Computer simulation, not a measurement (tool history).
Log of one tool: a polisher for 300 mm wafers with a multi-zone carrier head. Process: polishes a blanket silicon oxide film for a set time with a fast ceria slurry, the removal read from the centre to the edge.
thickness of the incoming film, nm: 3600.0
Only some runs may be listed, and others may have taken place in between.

run,hour,flow of slurry (ml/min),pressure of the head's centre zone,pressure of the head's middle zone,pressure of the head's edge zone,polishing time (s),film removed at the wafer's centre (Å),film removed at mid-radius (Å),film removed at the wafer's edge (Å)
1,0,225,1,1,1,48,5415.1,5811.7,5794
2,7.2,235,1,1.04,1.01,49,5543.7,6044.6,5973.4
3,15.6,240,0.99,1.07,1,51,5925.5,6496.5,6238.4
4,16.4,240,0.99,1,1,51,5697.8,6123.3,6192.4
5,18.8,235,0.97,1.04,0.99,52,5975.8,6492.8,6121
6,20.5,240,0.95,1.07,1.01,53,5913,6672.5,6418.5
7,26.7,240,0.93,1.09,1.01,54,5848.5,7018.8,6594.2
8,35.6,245,0.93,1.11,1.01,54,5784.3,7109.5,6544.2
9,41.3,250,0.94,1.13,1.01,54,6066.2,7176.3,6397
10,49,250,0.93,1.14,1.02,55,6089.9,7446.9,6860.9
11,57.8,255,0.93,1.15,1.02,55,6062.3,7555.2,6760.8

Forecast run 12:
12,65,260,0.93,1.16,1.02,55,?,?,?

{"run 12": {"film removed at the wafer's centre (Å)": 6205.3, "film removed at mid-radius (Å)": 7498.3, "film removed at the wafer's edge (Å)": 6663.5}}
